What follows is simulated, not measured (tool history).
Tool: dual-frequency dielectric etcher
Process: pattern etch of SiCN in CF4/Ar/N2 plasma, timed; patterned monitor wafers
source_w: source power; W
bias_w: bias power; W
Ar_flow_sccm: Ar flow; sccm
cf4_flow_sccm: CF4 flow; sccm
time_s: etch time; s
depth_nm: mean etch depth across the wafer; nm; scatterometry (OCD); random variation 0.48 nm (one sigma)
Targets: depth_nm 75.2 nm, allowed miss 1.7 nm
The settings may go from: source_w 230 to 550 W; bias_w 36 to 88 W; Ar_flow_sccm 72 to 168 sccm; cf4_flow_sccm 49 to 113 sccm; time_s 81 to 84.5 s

run	hour	source_w	bias_w	Ar_flow_sccm	cf4_flow_sccm	time_s	depth_nm
1	0	390	62	120	81	81	59.501
2	0.8	390	62	110	81	81	59.467
3	8.6	390	62	110	69	81	58.762
4	14.3	430	62	110	69	81	63.6
5	17	460	62	110	69	81	65.598
6	18.9	430	62	110	69	81	63.617
7	26.1	460	63	110	69	81	66.022
8	29.1	490	64	110	69	81	70.582
9	32.2	500	64	110	69	81	71.487

Which of these 5 next moves meets every target?
A	35.3	500	63	114	76	81	?
B	35.3	550	68	123	61	84.5	?
C	35.3	490	69	106	66	83	?
D	35.3	490	60	116	67	84	?
E	35.3	520	59	118	63	82.5	?

move	depth_nm
A	71.648
B	80.183
C	74.75
D	70.497
E	71.248
A: as far off as the last run
B: takes the result that was furthest off past its target
C: meets every target
D: further off than the last run
E: further off than the last run
The right move is C.
